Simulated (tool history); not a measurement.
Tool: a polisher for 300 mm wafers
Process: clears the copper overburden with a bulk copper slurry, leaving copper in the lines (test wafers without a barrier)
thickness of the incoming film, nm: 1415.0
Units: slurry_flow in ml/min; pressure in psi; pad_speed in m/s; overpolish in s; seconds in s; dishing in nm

| run | hour | slurry_flow | pressure | pad_speed | slurry_solids | overpolish | seconds | dishing |
|---|---|---|---|---|---|---|---|---|
| 1 | 0 | 135 | 3.2 | 1.24 | 1 | 28 | 89.903 | 91.112 |
| 2 | 7.7 | 130 | 3 | 1.24 | 1 | 29 | 94.709 | 90.14 |
| 3 | 15.7 | 130 | 2.8 | 1.24 | 1 | 29 | 99.381 | 89.199 |
| 4 | 21.2 | 130 | 2.8 | 0.94 | 1 | 29 | 124.13 | 86.762 |
| 5 | 29.9 | 130 | 2.8 | 0.94 | 1 | 27 | 124.91 | 85.016 |
| 6 | 35.1 | 160 | 2.8 | 0.94 | 1 | 27 | 119.6 | 87.44 |
| 7 | 43.2 | 160 | 2.8 | 0.94 | 1 | 27 | 118.47 | 86.926 |
| 8 | 47 | 155 | 2.8 | 0.94 | 1 | 26 | 118.99 | 84.588 |
| 9 | 51.8 | 150 | 2.8 | 0.94 | 1 | 26 | 121.62 | 85.78 |

Run 10 comes next. What will it give?
| 10 | 60.5 | 145 | 2.8 | 0.94 | 1 | 25 | ? | ? |

Run 10 gave seconds 121.21 s, dishing 84.599 nm.
